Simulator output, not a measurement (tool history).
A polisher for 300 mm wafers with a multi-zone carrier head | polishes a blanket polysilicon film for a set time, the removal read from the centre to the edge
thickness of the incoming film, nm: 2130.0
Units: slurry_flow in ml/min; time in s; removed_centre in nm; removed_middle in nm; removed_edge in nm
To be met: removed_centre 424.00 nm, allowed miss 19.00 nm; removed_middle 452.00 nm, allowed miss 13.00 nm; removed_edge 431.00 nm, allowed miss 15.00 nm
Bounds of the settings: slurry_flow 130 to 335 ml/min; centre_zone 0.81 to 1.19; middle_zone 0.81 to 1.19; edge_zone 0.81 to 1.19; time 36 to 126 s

run    day  slurry_flow  centre_zone  middle_zone  edge_zone  time  removed_centre  removed_middle  removed_edge
  1  0.000          215         1.00         1.00       1.00    81          595.96          614.71        599.14
  2  0.162          215         1.00         1.00       1.00   100          750.10          755.83        736.55
  3  0.471          215         1.00         1.00       0.96   100          758.42          757.82        728.18
  4  0.771          215         0.92         1.00       0.96   100          692.27          756.05        707.60
  5  0.967          210         0.91         0.99       0.94    95          650.53          712.46        688.16
  6  1.312          210         0.91         1.05       0.94    95          664.46          735.75        683.52
  7  1.400          215         0.92         1.04       0.93    89          628.78          683.78        640.85
  8  1.717          220         0.92         1.04       0.92    84          587.67          646.89        595.76
  9  1.912          225         0.92         1.03       0.91    81          560.83          628.49        575.09
 10  2.058          225         0.93         1.01       0.91    78          556.54          585.70        563.71
 11  2.246          225         0.93         1.01       0.91    78          553.93          591.12        543.26
 12  2.396          225         0.92         0.99       0.90    76          527.84          571.57        540.62
 13  2.500          190         0.94         0.97       0.85    56          390.89          406.82        382.76
 14  2.692          200         0.94         0.97       0.86    56          387.58          411.31        389.74
 15  2.804          210         0.94         0.97       0.86    56          392.70          413.54        390.74
 16  2.938          220         0.94         0.97       0.87    56          401.58          420.02        392.96
 17  3.217          225         0.94         0.97       0.88    56          396.43          418.93        396.29
 18  3.375          230         0.94         0.97       0.89    56          396.05          420.47        393.01
 19  3.733          230         0.94         0.97       0.89    56          408.81          419.95        391.28

Which of these 5 next moves meets every target?
  A  4.092          250         0.93         0.99       0.92    59               ?               ?             ?
  B  4.092          130         0.90         0.90       0.95    71               ?               ?             ?
  C  4.092          155         0.95         0.85       0.98    67               ?               ?             ?
  D  4.092          210         0.96         0.99       0.92    66               ?               ?             ?
  E  4.092          160         0.91         0.94       1.00    61               ?               ?             ?

move  removed_centre  removed_middle  removed_edge
   A          424.24          455.07        423.81
   B          430.11          460.45        472.65
   C          449.99          440.47        465.72
   D          477.11          496.90        465.65
   E          395.49          425.43        429.22
A: meets every target
B: takes the result that was furthest off past its target
C: takes the result that was furthest off past its target
D: takes the result that was furthest off past its target
E: brings the result that was furthest off to its target, and leaves another outside
The right move is A.

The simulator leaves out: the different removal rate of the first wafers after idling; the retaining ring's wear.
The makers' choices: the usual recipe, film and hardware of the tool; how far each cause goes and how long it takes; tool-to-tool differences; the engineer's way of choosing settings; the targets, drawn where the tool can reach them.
